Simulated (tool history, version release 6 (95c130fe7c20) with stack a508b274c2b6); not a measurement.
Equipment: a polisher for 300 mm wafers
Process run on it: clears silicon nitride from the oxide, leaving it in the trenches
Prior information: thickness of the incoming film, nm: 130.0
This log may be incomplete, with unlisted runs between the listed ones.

run    day  flow of slurry (ml/min)  pressure of the wafer on the pad (kPa)  speed of the pad under the wafer (m/s)  overpolish time after the end point (s)  time until the end point was called (s)
  1      0                      205                                    14.5                                     1.3                                       38                                   149.95
  2  0.221                      205                                    15.9                                    1.32                                       38                                   135.12
  3  0.496                      205                                    16.5                                    1.34                                       38                                   127.37
  4  0.783                      205                                    17.2                                    1.36                                       38                                   124.21
  5  0.862                      205                                    17.9                                     1.4                                       38                                   119.91
  6  1.117                      205                                    17.9                                     1.4                                       38                                   115.58
  7  1.408                      205                                    18.6                                    1.42                                       38                                    111.6

Expected results for the next run?
  8  1.7                      205                                    19.3                                    1.44                                       38                                        ?

time until the end point was called (s): 106.24
